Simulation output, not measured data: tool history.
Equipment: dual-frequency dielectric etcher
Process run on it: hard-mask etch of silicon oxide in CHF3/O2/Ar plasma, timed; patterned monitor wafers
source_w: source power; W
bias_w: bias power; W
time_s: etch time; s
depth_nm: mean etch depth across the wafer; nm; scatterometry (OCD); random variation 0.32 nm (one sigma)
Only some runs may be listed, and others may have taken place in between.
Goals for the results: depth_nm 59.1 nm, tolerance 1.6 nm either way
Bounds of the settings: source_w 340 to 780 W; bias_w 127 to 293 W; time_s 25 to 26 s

run,hour,source_w,bias_w,time_s,depth_nm
1,0,560,210,25,50.373
2,3.8,520,210,25,49.048
3,11.9,520,182,25,46.976
4,20.2,570,182,25,47.956
5,26.9,590,194,25,49.834
6,31.2,610,202,25,51.36
7,39.3,630,207,25,52.58
8,44.1,650,211,25,53.46
9,49.5,670,215,25,55.001
10,57.1,680,217,25,55.528
11,63.8,690,219,25,55.52
12,66,700,221,25,55.877
13,73.4,710,223,25,56.49
14,79.3,720,225,25,56.851
15,86.6,730,227,25,57.155

4 candidate next runs follow, results not yet known. Just one meets every target within its allowed miss. Identify it.
A,93.9,780,258,25,?
B,93.9,780,191,25.5,?
C,93.9,690,213,25.5,?
D,93.9,730,248,25,?

move,depth_nm
A,62.14
B,56.222
C,56.173
D,59.732
A: takes the biggest miss from the last run beyond its target
B: misses by more than the last run did
C: misses by more than the last run did
D: all results in spec
Go with D: it meets all targets.
